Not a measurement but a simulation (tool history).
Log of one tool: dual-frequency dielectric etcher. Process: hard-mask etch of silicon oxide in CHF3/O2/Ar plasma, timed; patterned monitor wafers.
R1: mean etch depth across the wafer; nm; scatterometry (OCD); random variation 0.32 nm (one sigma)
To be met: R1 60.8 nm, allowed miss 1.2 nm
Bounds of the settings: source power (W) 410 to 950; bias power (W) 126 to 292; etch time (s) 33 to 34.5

run 1 hour=0 | source_power_(W)=680 bias_power_(W)=209 etch_time_(s)=33 | R1=70.339
run 2 hour=4.8 | source_power_(W)=610 bias_power_(W)=209 etch_time_(s)=33 | R1=67.4
run 3 hour=7 | source_power_(W)=610 bias_power_(W)=209 etch_time_(s)=33 | R1=67.121
run 4 hour=10.2 | source_power_(W)=610 bias_power_(W)=209 etch_time_(s)=34.5 | R1=70.466
run 5 hour=13.4 | source_power_(W)=610 bias_power_(W)=222 etch_time_(s)=34.5 | R1=71.337
run 6 hour=14.3 | source_power_(W)=700 bias_power_(W)=222 etch_time_(s)=34.5 | R1=75.617
run 7 hour=22.3 | source_power_(W)=670 bias_power_(W)=216 etch_time_(s)=34.5 | R1=73.735
run 8 hour=24.8 | source_power_(W)=640 bias_power_(W)=211 etch_time_(s)=34.5 | R1=72.224
-- hour=31.8 source power generator calibrated
run 9 hour=31.8 | source_power_(W)=610 bias_power_(W)=207 etch_time_(s)=34.5 | R1=71.378
run 10 hour=40.4 | source_power_(W)=590 bias_power_(W)=205 etch_time_(s)=34.5 | R1=69.641

5 next moves are on the table. One of them brings every result within its allowed miss. Which?
run A hour=49 | source_power_(W)=540 bias_power_(W)=201 etch_time_(s)=33 | R1=?
run B hour=49 | source_power_(W)=530 bias_power_(W)=161 etch_time_(s)=33 | R1=?
run C hour=49 | source_power_(W)=580 bias_power_(W)=188 etch_time_(s)=33.5 | R1=?
run D hour=49 | source_power_(W)=530 bias_power_(W)=191 etch_time_(s)=33.5 | R1=?
run E hour=49 | source_power_(W)=530 bias_power_(W)=128 etch_time_(s)=33 | R1=?

move=A R1=64.518
move=B R1=60.987
move=C R1=66.613
move=D R1=64.208
move=E R1=58.357
A: nearer than the last run, and not there yet
B: meets every target
C: nearer than the last run, and not there yet
D: nearer than the last run, and not there yet
E: takes the result that was furthest off past its target
Answer: B
